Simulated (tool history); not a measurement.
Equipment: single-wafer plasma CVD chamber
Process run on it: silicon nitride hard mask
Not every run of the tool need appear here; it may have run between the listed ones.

run	day	heater temperature setpoint (deg C)	chamber pressure (Pa)	RF power (kW)	deposition time (s)	mean film thickness on the monitor wafer (Å)
1	0.000	410	260	0.275	22.4	260.70
2	0.325	410	233	0.275	22.4	249.75
3	0.371	410	233	0.305	22.4	264.25
4	0.688	406	233	0.305	22.4	265.34
5	0.996	406	233	0.285	22.4	255.11
6	1.088	406	233	0.285	22.4	255.72
7	1.454	406	241	0.285	22.4	258.19
8	1.671	406	249	0.285	22.4	262.89
9	2.033	406	249	0.285	22.4	262.71
10	2.217	406	255	0.285	22.4	262.31
11	2.575	406	261	0.285	22.4	266.27

The next listed run, before its measurement:
12	2.679	406	267	0.285	22.4	?

mean film thickness on the monitor wafer (Å): 270.86
